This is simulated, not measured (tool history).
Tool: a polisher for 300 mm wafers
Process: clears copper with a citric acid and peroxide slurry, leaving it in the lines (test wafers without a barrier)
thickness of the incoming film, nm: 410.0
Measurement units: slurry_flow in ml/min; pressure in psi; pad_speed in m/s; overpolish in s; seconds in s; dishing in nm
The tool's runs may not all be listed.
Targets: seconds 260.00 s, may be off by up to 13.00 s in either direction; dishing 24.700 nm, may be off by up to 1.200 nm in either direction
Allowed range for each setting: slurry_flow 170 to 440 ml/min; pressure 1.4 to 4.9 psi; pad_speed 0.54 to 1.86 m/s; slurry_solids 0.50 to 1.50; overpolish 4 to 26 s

run,hour,slurry_flow,pressure,pad_speed,slurry_solids,overpolish,seconds,dishing
1,0.0,280,3.1,1.18,1.00,13,173.20,22.179
2,7.1,280,3.1,0.90,1.00,13,213.16,18.958
3,7.7,280,3.1,1.12,1.00,13,175.35,21.813
4,13.9,280,3.1,1.12,0.80,13,191.38,20.033
5,21.0,280,3.1,1.12,0.80,18,196.43,28.007
6,27.4,280,3.0,1.12,0.80,18,199.46,26.575
7,36.1,280,2.9,1.12,0.80,18,202.85,25.261
8,36.7,280,2.8,1.10,0.80,19,206.52,25.482
9,42.4,280,2.7,1.08,0.80,20,217.47,26.216
10,50.6,280,2.6,1.06,0.80,20,229.85,25.390

Of the 4 settings listed for the next run, only one would bring every result within its allowed miss of target. Which one?
A,58.8,245,3.3,1.00,0.70,20,?,?
B,58.8,290,2.9,1.12,0.80,19,?,?
C,58.8,295,2.6,1.00,0.65,22,?,?
D,58.8,410,2.5,1.16,0.90,18,?,?

move,seconds,dishing
A,215.46,27.378
B,206.47,27.028
C,261.33,24.876
D,211.02,25.125
A: the biggest miss grows against the last run
B: the biggest miss grows against the last run
C: all results land within tolerance of their targets
D: the biggest miss grows against the last run
Correct choice: C, which meets every target

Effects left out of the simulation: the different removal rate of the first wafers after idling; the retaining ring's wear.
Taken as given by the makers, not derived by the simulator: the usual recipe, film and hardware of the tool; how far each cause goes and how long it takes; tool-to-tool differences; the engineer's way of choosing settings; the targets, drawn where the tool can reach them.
